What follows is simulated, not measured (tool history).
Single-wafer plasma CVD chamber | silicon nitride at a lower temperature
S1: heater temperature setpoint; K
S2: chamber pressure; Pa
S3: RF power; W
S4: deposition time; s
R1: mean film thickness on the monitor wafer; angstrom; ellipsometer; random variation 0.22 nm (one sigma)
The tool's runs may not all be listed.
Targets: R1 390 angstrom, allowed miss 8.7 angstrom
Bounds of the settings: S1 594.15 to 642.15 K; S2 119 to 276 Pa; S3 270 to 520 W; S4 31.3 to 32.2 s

run,hour,S1,S2,S3,S4,R1
1,0,618.15,197,395,31.3,438.01
2,8,618.15,217,395,31.3,450.18
3,13.6,618.15,208,390,31.3,444.44
4,16.8,618.15,195,390,31.3,435.74
5,22.2,618.15,217,390,31.3,448.3
6,23.1,618.15,208,385,31.3,440.68
7,25.8,618.15,200,380,31.3,433.07
# hour 30.9: thermocouple changed; heater temperature recalibrated
8,30.9,618.15,192,375,31.3,426.79
9,34,618.15,185,370,31.3,417.84

Which of these 5 next moves meets every target?
A,37.1,622.15,185,315,32,?
B,37.1,620.15,159,325,31.3,?
C,37.1,618.15,208,380,31.3,?
D,37.1,612.15,160,320,31.3,?
E,37.1,623.15,148,340,31.3,?

move,R1
A,392.55
B,375.9
C,438.97
D,374.79
E,378.07
A: meets every target
B: takes the result that was furthest off past its target
C: further off than the last run
D: takes the result that was furthest off past its target
E: takes the result that was furthest off past its target
The right move is A.

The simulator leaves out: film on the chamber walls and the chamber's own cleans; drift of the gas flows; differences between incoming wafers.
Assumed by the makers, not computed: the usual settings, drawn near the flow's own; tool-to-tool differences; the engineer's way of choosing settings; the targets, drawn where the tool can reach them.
